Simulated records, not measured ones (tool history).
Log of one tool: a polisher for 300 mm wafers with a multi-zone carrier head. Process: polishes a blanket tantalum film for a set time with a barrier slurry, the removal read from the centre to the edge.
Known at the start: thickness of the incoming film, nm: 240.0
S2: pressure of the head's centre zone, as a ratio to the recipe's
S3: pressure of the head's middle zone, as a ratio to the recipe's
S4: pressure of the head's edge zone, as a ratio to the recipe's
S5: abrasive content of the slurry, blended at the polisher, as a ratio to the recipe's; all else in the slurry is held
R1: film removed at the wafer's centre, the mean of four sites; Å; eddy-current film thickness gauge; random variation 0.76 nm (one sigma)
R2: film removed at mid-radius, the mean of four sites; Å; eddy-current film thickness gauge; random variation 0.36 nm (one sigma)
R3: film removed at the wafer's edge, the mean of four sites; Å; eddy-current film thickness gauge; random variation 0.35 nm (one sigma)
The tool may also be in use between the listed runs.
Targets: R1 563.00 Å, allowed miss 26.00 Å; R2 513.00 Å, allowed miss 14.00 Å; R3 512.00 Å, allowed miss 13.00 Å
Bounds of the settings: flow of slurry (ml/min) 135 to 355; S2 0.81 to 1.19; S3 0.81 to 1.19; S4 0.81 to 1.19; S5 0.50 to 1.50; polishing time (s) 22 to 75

run 1 hour=0.0 | flow_of_slurry_(ml/min)=225 S2=1.00 S3=1.00 S4=1.00 S5=1.00 polishing_time_(s)=48 | R1=963.92 R2=935.97 R3=890.79
run 2 hour=3.7 | flow_of_slurry_(ml/min)=220 S2=0.99 S3=0.97 S4=0.97 S5=0.90 polishing_time_(s)=44 | R1=841.92 R2=821.28 R3=783.84
run 3 hour=10.3 | flow_of_slurry_(ml/min)=210 S2=0.99 S3=0.94 S4=0.95 S5=0.80 polishing_time_(s)=41 | R1=752.39 R2=723.24 R3=702.61
run 4 hour=17.6 | flow_of_slurry_(ml/min)=210 S2=0.95 S3=0.94 S4=0.95 S5=0.80 polishing_time_(s)=41 | R1=737.62 R2=732.98 R3=699.86
run 5 hour=18.4 | flow_of_slurry_(ml/min)=200 S2=0.96 S3=0.91 S4=0.93 S5=0.75 polishing_time_(s)=39 | R1=687.88 R2=667.14 R3=655.42
run 6 hour=24.0 | flow_of_slurry_(ml/min)=195 S2=0.97 S3=0.90 S4=0.91 S5=0.70 polishing_time_(s)=38 | R1=668.99 R2=638.96 R3=620.70
run 7 hour=24.8 | flow_of_slurry_(ml/min)=190 S2=0.97 S3=0.88 S4=0.89 S5=0.65 polishing_time_(s)=37 | R1=629.40 R2=595.48 R3=588.47
run 8 hour=25.8 | flow_of_slurry_(ml/min)=185 S2=0.97 S3=0.87 S4=0.87 S5=0.60 polishing_time_(s)=37 | R1=631.91 R2=577.52 R3=570.53
run 9 hour=29.8 | flow_of_slurry_(ml/min)=160 S2=0.90 S3=0.83 S4=0.81 S5=0.50 polishing_time_(s)=35 | R1=526.08 R2=509.26 R3=504.09
run 10 hour=31.1 | flow_of_slurry_(ml/min)=165 S2=0.91 S3=0.83 S4=0.81 S5=0.50 polishing_time_(s)=35 | R1=524.85 R2=506.28 R3=498.64
run 11 hour=34.9 | flow_of_slurry_(ml/min)=185 S2=0.97 S3=0.83 S4=0.85 S5=0.55 polishing_time_(s)=35 | R1=581.65 R2=531.14 R3=531.01

Which of these 5 next moves meets every target?
run A hour=38.7 | flow_of_slurry_(ml/min)=135 S2=1.05 S3=0.81 S4=0.93 S5=0.50 polishing_time_(s)=35 | R1=? R2=? R3=?
run B hour=38.7 | flow_of_slurry_(ml/min)=165 S2=0.95 S3=0.81 S4=0.96 S5=0.55 polishing_time_(s)=34 | R1=? R2=? R3=?
run C hour=38.7 | flow_of_slurry_(ml/min)=200 S2=1.04 S3=0.81 S4=0.85 S5=0.50 polishing_time_(s)=32 | R1=? R2=? R3=?
run D hour=38.7 | flow_of_slurry_(ml/min)=235 S2=0.98 S3=0.84 S4=0.88 S5=0.50 polishing_time_(s)=33 | R1=? R2=? R3=?
run E hour=38.7 | flow_of_slurry_(ml/min)=195 S2=1.15 S3=0.85 S4=0.88 S5=0.60 polishing_time_(s)=33 | R1=? R2=? R3=?

move=A R1=556.63 R2=476.36 R3=507.66
move=B R1=531.20 R2=494.35 R3=526.20
move=C R1=553.82 R2=473.26 R3=476.09
move=D R1=556.34 R2=510.71 R3=506.41
move=E R1=644.82 R2=517.35 R3=513.47
A: brings the result that was furthest off to its target, and leaves another outside
B: nearer than the last run, and not there yet
C: takes the result that was furthest off past its target
D: meets every target
E: brings the result that was furthest off to its target, and leaves another outside
The right move is D.
